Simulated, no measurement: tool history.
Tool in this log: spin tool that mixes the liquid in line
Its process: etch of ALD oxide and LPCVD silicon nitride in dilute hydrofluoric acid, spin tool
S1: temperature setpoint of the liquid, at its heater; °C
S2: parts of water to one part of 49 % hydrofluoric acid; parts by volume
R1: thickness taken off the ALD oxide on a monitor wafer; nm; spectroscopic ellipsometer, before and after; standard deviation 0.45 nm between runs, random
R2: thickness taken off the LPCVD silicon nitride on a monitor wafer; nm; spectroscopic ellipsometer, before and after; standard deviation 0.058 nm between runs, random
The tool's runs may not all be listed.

run 1 hour=0.0 | S1=24.0 S2=55 time_under_the_liquid_(s)=180 | R1=38.684 R2=1.67910
run 2 hour=7.3 | S1=24.0 S2=75 time_under_the_liquid_(s)=180 | R1=27.982 R2=1.24940
run 3 hour=16.0 | S1=24.0 S2=75 time_under_the_liquid_(s)=125 | R1=19.123 R2=0.83877
run 4 hour=21.9 | S1=24.0 S2=75 time_under_the_liquid_(s)=80 | R1=12.449 R2=0.55950
run 5 hour=22.6 | S1=26.0 S2=75 time_under_the_liquid_(s)=80 | R1=13.111 R2=0.64641
run 6 hour=27.4 | S1=26.0 S2=75 time_under_the_liquid_(s)=140 | R1=23.256 R2=1.06230
run 7 hour=31.5 | S1=27.5 S2=65 time_under_the_liquid_(s)=140 | R1=28.890 R2=1.37880
run 8 hour=39.7 | S1=28.5 S2=55 time_under_the_liquid_(s)=140 | R1=36.127 R2=1.77440
run 9 hour=46.5 | S1=29.0 S2=50 time_under_the_liquid_(s)=140 | R1=40.550 R2=1.95000
run 10 hour=51.4 | S1=30.0 S2=45 time_under_the_liquid_(s)=140 | R1=47.952 R2=2.28770
run 11 hour=58.3 | S1=30.5 S2=45 time_under_the_liquid_(s)=140 | R1=48.568 R2=2.35790

What does the tool deliver on the next run?
run 12 hour=66.2 | S1=32.0 S2=35 time_under_the_liquid_(s)=140 | R1=? R2=?

{"run 12": {"R1": 66.826, "R2": 3.4423}}

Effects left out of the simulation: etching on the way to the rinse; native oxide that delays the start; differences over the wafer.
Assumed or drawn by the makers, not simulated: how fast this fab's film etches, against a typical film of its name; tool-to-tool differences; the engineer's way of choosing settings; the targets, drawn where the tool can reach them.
